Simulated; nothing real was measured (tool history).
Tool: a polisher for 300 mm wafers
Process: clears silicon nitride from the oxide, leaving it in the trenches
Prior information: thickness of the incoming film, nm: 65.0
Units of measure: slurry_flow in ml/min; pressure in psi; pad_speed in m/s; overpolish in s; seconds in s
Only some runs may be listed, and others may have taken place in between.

run	day	slurry_flow	pressure	pad_speed	overpolish	seconds
1	0.000	290	2.2	0.94	24	97.560
2	0.262	290	2.5	0.94	24	90.405
3	0.496	255	2.5	0.94	24	90.346
4	0.842	255	2.5	1.06	24	81.091
5	1.054	255	2.8	1.08	24	74.185
6	1.346	255	2.8	1.20	24	67.253
7	1.571	255	3.0	1.20	24	63.813
8	1.783	255	3.1	1.20	24	61.167
9	1.917	255	3.1	1.20	24	60.795

Run 10 is up next; what results do you expect?
10	2.225	255	3.2	1.20	24	?

Run 10 gave seconds 60.969 s.
